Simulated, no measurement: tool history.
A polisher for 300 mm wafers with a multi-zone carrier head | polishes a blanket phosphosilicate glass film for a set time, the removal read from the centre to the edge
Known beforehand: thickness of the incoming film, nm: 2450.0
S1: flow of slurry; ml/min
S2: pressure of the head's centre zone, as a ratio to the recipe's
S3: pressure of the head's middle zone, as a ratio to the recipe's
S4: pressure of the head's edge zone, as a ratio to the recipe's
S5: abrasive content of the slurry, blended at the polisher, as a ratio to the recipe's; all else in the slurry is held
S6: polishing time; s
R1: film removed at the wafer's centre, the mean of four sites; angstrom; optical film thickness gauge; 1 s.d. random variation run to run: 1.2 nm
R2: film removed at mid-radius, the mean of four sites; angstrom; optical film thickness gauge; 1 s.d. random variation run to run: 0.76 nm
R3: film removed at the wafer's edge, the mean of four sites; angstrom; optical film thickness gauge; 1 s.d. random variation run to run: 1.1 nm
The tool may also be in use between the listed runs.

run,hour,S1,S2,S3,S4,S5,S6,R1,R2,R3
1,0,155,1,1,1,1,31,1257.2,1253.2,1246.5
2,1.2,145,0.97,1,1,1,31,1201.8,1264.3,1236
3,6.2,145,0.97,1,0.94,1,31,1202.2,1233,1201.4
4,11.5,145,1.06,1,0.94,1,31,1302.2,1234.7,1214.6
5,16,145,1.06,1,0.94,1.15,31,1387.7,1297.2,1257.1
6,20.6,135,1,0.99,0.94,1.1,31,1257.9,1265.4,1207.1
7,22.5,100,0.9,0.94,1.03,1.1,31,1066,1126.3,1223.8

Predict the results of run 8:
8,25.4,105,0.89,0.95,1.01,1.1,31,?,?,?

{"run 8": {"R1": 1051.5, "R2": 1161.1, "R3": 1231.5}}
